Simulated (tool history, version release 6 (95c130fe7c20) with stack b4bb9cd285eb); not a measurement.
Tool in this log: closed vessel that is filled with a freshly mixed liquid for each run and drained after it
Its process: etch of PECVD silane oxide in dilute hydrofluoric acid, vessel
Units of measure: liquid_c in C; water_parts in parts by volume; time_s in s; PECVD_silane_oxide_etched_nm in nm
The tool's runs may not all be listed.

run	day	liquid_c	water_parts	time_s	PECVD_silane_oxide_etched_nm
1	0.000	21.0	155	85	17.181
2	0.292	22.0	145	85	19.324
3	0.542	23.0	135	85	21.814
4	0.925	23.5	130	85	23.165
5	1.162	22.0	130	85	21.939
6	1.488	23.0	125	85	23.740
7	1.633	23.5	120	85	25.405
8	1.871	24.0	115	85	27.358
9	2.133	24.5	110	85	29.295

Run 10 is up next; what results do you expect?
10	2.504	25.0	105	85	?

{"run 10": {"PECVD_silane_oxide_etched_nm": 31.311}}
